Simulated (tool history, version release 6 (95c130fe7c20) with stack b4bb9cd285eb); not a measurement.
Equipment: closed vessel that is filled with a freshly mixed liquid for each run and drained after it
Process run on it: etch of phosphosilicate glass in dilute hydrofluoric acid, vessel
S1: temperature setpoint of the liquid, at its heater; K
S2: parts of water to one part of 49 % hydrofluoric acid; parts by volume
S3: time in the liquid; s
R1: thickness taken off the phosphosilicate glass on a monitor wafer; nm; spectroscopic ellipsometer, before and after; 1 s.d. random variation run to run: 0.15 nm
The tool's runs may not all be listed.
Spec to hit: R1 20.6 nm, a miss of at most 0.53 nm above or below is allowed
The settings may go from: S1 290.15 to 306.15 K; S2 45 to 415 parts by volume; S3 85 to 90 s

run,hour,S1,S2,S3,R1
1,0,298.15,230,85,26.796
2,2.5,298.15,230,85,27.238
3,4.8,296.65,230,85,25.752
4,9.6,296.65,230,85,25.929
5,17.6,295.15,235,85,23.831
6,23.7,295.15,180,85,32.712
7,26.8,294.15,195,85,28.829
8,30.1,293.15,205,85,25.889
9,36.2,292.65,210,85,24.863
10,43.8,290.15,235,85,19.608

Exactly one of the 5 candidate moves below puts every result within its allowed miss. Which one?
A,51.4,294.15,245,85,?
B,51.4,290.65,230,90,?
C,51.4,290.15,215,85,?
D,51.4,290.65,220,85,?
E,51.4,290.65,230,85,?

move,R1
A,21.455
B,21.559
C,21.673
D,21.49
E,20.361
A: takes the result that was furthest off past its target
B: takes the result that was furthest off past its target
C: takes the result that was furthest off past its target
D: takes the result that was furthest off past its target
E: hits every target within its allowed miss
The move that meets every target is E.
